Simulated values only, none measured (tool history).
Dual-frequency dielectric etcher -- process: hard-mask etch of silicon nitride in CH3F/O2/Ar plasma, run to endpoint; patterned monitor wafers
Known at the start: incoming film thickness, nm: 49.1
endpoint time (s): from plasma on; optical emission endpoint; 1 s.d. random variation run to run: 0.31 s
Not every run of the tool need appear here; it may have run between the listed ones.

run,hour,source power (kW),bias power (kW),endpoint time (s)
1,0,0.33,0.07,86.542
2,4.7,0.33,0.077,83.933
3,5.5,0.35,0.078,80.342
4,12.3,0.29,0.078,89.83
5,13.8,0.31,0.078,86.146
6,22.2,0.32,0.078,84.51
7,23.8,0.33,0.078,82.85
8,27.8,0.34,0.078,81.733
9,36.6,0.35,0.078,80.205

What does the tool deliver on the next run?
10,40.9,0.36,0.078,?

endpoint time (s): 78.906
